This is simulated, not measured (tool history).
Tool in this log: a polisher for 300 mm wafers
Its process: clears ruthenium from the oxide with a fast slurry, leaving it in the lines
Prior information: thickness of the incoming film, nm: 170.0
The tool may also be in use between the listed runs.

| run | day | flow of slurry (ml/min) | pressure of the wafer on the pad (psi) | speed of the pad under the wafer (m/s) | abrasive content of the slurry | overpolish time after the end point (s) | time until the end point was called (s) | dishing of a wide line in a test structure (nm) |
|---|---|---|---|---|---|---|---|---|
| 1 | 0 | 185 | 3.2 | 0.76 | 1 | 10 | 49.328 | 32.716 |
| 2 | 0.083 | 185 | 3.2 | 0.76 | 1 | 8 | 49.495 | 27.131 |
| 3 | 0.275 | 185 | 3.1 | 0.76 | 1 | 9 | 52.87 | 29.184 |
| 4 | 0.471 | 185 | 2.6 | 0.76 | 1 | 9 | 56.793 | 25.709 |
| 5 | 0.567 | 185 | 2.6 | 0.76 | 0.9 | 9 | 61.601 | 23.893 |
| 6 | 0.604 | 185 | 2.5 | 0.76 | 0.9 | 10 | 64.663 | 25.89 |
| 7 | 0.788 | 185 | 2.5 | 0.76 | 0.9 | 10 | 64.313 | 25.696 |

The next listed run, before its measurement:
| 8 | 1.121 | 180 | 2.3 | 0.74 | 0.9 | 12 | ? | ? |

time until the end point was called (s): 68.093
dishing of a wide line in a test structure (nm): 28.3
